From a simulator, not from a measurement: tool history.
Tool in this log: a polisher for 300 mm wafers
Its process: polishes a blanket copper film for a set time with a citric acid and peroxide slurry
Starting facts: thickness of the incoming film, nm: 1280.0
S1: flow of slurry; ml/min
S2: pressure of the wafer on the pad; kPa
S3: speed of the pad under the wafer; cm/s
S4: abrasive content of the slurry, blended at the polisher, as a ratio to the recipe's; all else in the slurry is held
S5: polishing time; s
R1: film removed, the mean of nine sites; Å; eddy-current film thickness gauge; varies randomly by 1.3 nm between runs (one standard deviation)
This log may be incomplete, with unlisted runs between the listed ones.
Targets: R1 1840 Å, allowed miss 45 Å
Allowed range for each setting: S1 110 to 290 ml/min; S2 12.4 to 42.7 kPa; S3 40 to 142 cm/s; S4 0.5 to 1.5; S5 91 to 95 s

run,hour,S1,S2,S3,S4,S5,R1
1,0,185,27.6,90,1,91,2359.6
2,6.9,165,27.6,90,1,91,2298.9
3,7.7,160,26.9,90,1,91,2233.3
4,11.5,155,26.2,90,1,91,2188.4
5,12.2,150,25.5,90,1,91,2113.8
6,13.6,150,25.5,74,1,91,1746.1
7,18,155,25.5,74,1,91,1735.1
8,25.5,160,25.5,74,1,91,1773.2
9,34,165,25.5,74,1,91,1772.6
10,37,170,25.5,74,1,91,1790.8
11,45.1,175,25.5,74,1,91,1793.6

Of the 5 settings listed for the next run, only one would bring every result within its allowed miss of target. Which one?
A,53.2,130,29,70,1.1,91,?
B,53.2,225,24.8,72,0.85,94,?
C,53.2,180,21.4,82,1.15,91,?
D,53.2,130,24.8,88,0.85,93,?
E,53.2,175,28.3,70,1.05,95,?

move,R1
A,1840.3
B,1736.9
C,1723.4
D,1895.6
E,1968.1
A: in spec on every target
B: further off than the last run
C: further off than the last run
D: takes the biggest miss from the last run beyond its target
E: takes the biggest miss from the last run beyond its target
A meets every target.
